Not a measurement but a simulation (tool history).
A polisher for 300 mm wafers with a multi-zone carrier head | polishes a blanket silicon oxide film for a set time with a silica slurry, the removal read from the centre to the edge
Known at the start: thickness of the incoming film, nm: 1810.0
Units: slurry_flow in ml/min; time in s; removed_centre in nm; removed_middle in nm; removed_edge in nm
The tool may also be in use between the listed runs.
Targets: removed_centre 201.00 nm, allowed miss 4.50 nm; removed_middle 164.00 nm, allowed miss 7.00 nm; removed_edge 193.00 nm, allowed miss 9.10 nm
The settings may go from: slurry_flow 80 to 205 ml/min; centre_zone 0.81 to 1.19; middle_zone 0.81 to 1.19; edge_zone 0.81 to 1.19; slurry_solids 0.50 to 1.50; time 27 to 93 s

run 1 hour=0.0 | slurry_flow=135 centre_zone=1.00 middle_zone=1.00 edge_zone=1.00 slurry_solids=1.00 time=59 | removed_centre=177.01 removed_middle=182.74 removed_edge=176.16
run 2 hour=3.1 | slurry_flow=145 centre_zone=1.02 middle_zone=0.95 edge_zone=1.03 slurry_solids=1.00 time=59 | removed_centre=185.26 removed_middle=177.70 removed_edge=179.82
run 3 hour=5.0 | slurry_flow=115 centre_zone=1.02 middle_zone=0.95 edge_zone=1.03 slurry_solids=1.00 time=59 | removed_centre=171.05 removed_middle=169.84 removed_edge=170.47
run 4 hour=11.9 | slurry_flow=115 centre_zone=1.02 middle_zone=0.90 edge_zone=1.03 slurry_solids=1.00 time=59 | removed_centre=173.73 removed_middle=161.59 removed_edge=176.59
run 5 hour=20.6 | slurry_flow=130 centre_zone=1.03 middle_zone=0.88 edge_zone=1.04 slurry_solids=1.00 time=59 | removed_centre=177.58 removed_middle=163.36 removed_edge=175.57
run 6 hour=26.8 | slurry_flow=140 centre_zone=1.05 middle_zone=0.86 edge_zone=1.09 slurry_solids=1.00 time=59 | removed_centre=187.49 removed_middle=161.17 removed_edge=182.14
run 7 hour=30.3 | slurry_flow=145 centre_zone=1.05 middle_zone=0.85 edge_zone=1.10 slurry_solids=1.00 time=59 | removed_centre=189.87 removed_middle=163.00 removed_edge=187.23
run 8 hour=36.6 | slurry_flow=150 centre_zone=1.05 middle_zone=0.84 edge_zone=1.10 slurry_solids=1.00 time=59 | removed_centre=189.84 removed_middle=163.14 removed_edge=191.07
run 9 hour=40.3 | slurry_flow=170 centre_zone=1.10 middle_zone=0.82 edge_zone=1.08 slurry_solids=0.95 time=59 | removed_centre=200.50 removed_middle=155.67 removed_edge=182.93
run 10 hour=46.5 | slurry_flow=170 centre_zone=1.09 middle_zone=0.83 edge_zone=1.09 slurry_solids=0.95 time=59 | removed_centre=193.46 removed_middle=156.49 removed_edge=179.36
run 11 hour=50.2 | slurry_flow=190 centre_zone=1.08 middle_zone=0.82 edge_zone=1.16 slurry_solids=1.05 time=59 | removed_centre=211.44 removed_middle=167.62 removed_edge=206.54
run 12 hour=52.4 | slurry_flow=165 centre_zone=1.08 middle_zone=0.84 edge_zone=1.11 slurry_solids=1.05 time=59 | removed_centre=205.19 removed_middle=167.36 removed_edge=199.56

Which of these 5 next moves meets every target?
run A hour=54.6 | slurry_flow=160 centre_zone=0.98 middle_zone=0.81 edge_zone=1.19 slurry_solids=1.15 time=57 | removed_centre=? removed_middle=? removed_edge=?
run B hour=54.6 | slurry_flow=170 centre_zone=1.12 middle_zone=0.85 edge_zone=1.08 slurry_solids=0.95 time=62 | removed_centre=? removed_middle=? removed_edge=?
run C hour=54.6 | slurry_flow=170 centre_zone=1.15 middle_zone=0.82 edge_zone=1.09 slurry_solids=0.95 time=61 | removed_centre=? removed_middle=? removed_edge=?
run D hour=54.6 | slurry_flow=150 centre_zone=1.11 middle_zone=0.85 edge_zone=1.17 slurry_solids=1.15 time=54 | removed_centre=? removed_middle=? removed_edge=?
run E hour=54.6 | slurry_flow=195 centre_zone=1.05 middle_zone=0.87 edge_zone=1.07 slurry_solids=1.15 time=55 | removed_centre=? removed_middle=? removed_edge=?

move=A removed_centre=189.52 removed_middle=168.61 removed_edge=200.21
move=B removed_centre=210.91 removed_middle=170.36 removed_edge=185.80
move=C removed_centre=213.02 removed_middle=162.77 removed_edge=183.60
move=D removed_centre=200.49 removed_middle=163.89 removed_edge=186.40
move=E removed_centre=203.58 removed_middle=178.30 removed_edge=188.78
A: takes the result that was furthest off past its target
B: further off than the last run
C: further off than the last run
D: meets every target
E: brings the result that was furthest off to its target, and leaves another outside
Answer: D
